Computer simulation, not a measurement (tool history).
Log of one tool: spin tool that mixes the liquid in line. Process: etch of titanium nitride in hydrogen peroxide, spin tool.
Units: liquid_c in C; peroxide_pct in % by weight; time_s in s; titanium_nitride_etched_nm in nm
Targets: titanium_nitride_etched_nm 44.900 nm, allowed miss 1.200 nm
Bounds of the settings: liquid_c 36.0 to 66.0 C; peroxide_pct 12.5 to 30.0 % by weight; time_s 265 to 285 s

{"run": 1, "day": 0.0, "liquid_c": 52.0, "peroxide_pct": 24.5, "time_s": 265, "titanium_nitride_etched_nm": 26.374}
{"run": 2, "day": 0.038, "liquid_c": 52.0, "peroxide_pct": 29.5, "time_s": 265, "titanium_nitride_etched_nm": 27.828}
{"run": 3, "day": 0.092, "liquid_c": 52.0, "peroxide_pct": 29.5, "time_s": 285, "titanium_nitride_etched_nm": 29.482}
{"run": 4, "day": 0.408, "liquid_c": 52.0, "peroxide_pct": 30.0, "time_s": 285, "titanium_nitride_etched_nm": 29.704}
{"run": 5, "day": 0.596, "liquid_c": 52.0, "peroxide_pct": 27.5, "time_s": 285, "titanium_nitride_etched_nm": 29.021}
{"run": 6, "day": 0.721, "liquid_c": 52.0, "peroxide_pct": 30.0, "time_s": 285, "titanium_nitride_etched_nm": 29.602}
{"run": 7, "day": 0.775, "liquid_c": 53.0, "peroxide_pct": 30.0, "time_s": 285, "titanium_nitride_etched_nm": 31.609}
{"run": 8, "day": 0.883, "liquid_c": 54.0, "peroxide_pct": 30.0, "time_s": 285, "titanium_nitride_etched_nm": 33.999}
{"run": 9, "day": 0.95, "liquid_c": 55.0, "peroxide_pct": 30.0, "time_s": 285, "titanium_nitride_etched_nm": 36.426}
{"run": 10, "day": 0.988, "liquid_c": 58.5, "peroxide_pct": 30.0, "time_s": 285, "titanium_nitride_etched_nm": 46.496}

Which of these 5 next moves meets every target?
{"run": "A", "day": 1.025, "liquid_c": 60.5, "peroxide_pct": 30.0, "time_s": 265, "titanium_nitride_etched_nm": "?"}
{"run": "B", "day": 1.025, "liquid_c": 60.0, "peroxide_pct": 29.5, "time_s": 270, "titanium_nitride_etched_nm": "?"}
{"run": "C", "day": 1.025, "liquid_c": 58.5, "peroxide_pct": 28.0, "time_s": 280, "titanium_nitride_etched_nm": "?"}
{"run": "D", "day": 1.025, "liquid_c": 59.0, "peroxide_pct": 25.5, "time_s": 285, "titanium_nitride_etched_nm": "?"}
{"run": "E", "day": 1.025, "liquid_c": 59.5, "peroxide_pct": 30.0, "time_s": 280, "titanium_nitride_etched_nm": "?"}

move=A titanium_nitride_etched_nm=50.232
move=B titanium_nitride_etched_nm=49.289
move=C titanium_nitride_etched_nm=45.613
move=D titanium_nitride_etched_nm=47.074
move=E titanium_nitride_etched_nm=49.588
A: further off than the last run
B: further off than the last run
C: meets every target
D: further off than the last run
E: further off than the last run
Move C is the one to make.
